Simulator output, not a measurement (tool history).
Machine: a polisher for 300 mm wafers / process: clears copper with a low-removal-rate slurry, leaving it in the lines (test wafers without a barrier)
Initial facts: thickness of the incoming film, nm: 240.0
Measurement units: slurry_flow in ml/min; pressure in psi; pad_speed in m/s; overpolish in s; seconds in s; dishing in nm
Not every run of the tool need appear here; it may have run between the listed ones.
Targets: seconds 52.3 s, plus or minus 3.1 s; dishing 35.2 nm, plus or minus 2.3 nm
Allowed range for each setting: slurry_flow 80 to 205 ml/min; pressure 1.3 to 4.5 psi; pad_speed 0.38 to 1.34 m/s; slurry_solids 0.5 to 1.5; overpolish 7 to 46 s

run	hour	slurry_flow	pressure	pad_speed	slurry_solids	overpolish	seconds	dishing
1	0	135	2.9	0.86	1	24	77.289	39.055
2	2.7	135	3	0.86	1	23	76.481	40.397
3	9.1	135	3	0.86	1	29	77.814	46.652
4	14.9	135	3.1	0.86	1	27	76.741	46.166
5	18.5	135	3.1	0.86	0.9	27	78.462	44.424
6	21.8	135	3.1	0.86	0.7	27	77.891	42.957
7	30.6	135	3.2	0.86	0.7	25	78.047	42.506
8	37.7	135	3.2	0.88	0.7	23	75.743	40.311
9	38.7	135	3.3	0.9	0.7	21	72.776	39.284
10	42.2	150	4.1	0.94	0.7	10	59.021	24.731
11	43.5	150	4.1	0.96	0.7	11	56.514	26.801

Which one of the following 4 next-run settings gets every result inside its allowed miss? There is exactly one.
A	44.8	125	4.5	1.2	0.55	12	?	?
B	44.8	160	4.4	1.12	0.7	15	?	?
C	44.8	155	4.5	1.08	0.7	12	?	?
D	44.8	180	4.3	0.98	0.65	14	?	?

move	seconds	dishing
A	44.656	35.544
B	45.249	42.74
C	46.211	34.47
D	52.162	35.449
A: corrects the largest miss of the last run, while another result sits out of spec
B: pushes the last run's worst result past its target
C: corrects the largest miss of the last run, while another result sits out of spec
D: each result inside its tolerance
Go with D: it meets all targets.

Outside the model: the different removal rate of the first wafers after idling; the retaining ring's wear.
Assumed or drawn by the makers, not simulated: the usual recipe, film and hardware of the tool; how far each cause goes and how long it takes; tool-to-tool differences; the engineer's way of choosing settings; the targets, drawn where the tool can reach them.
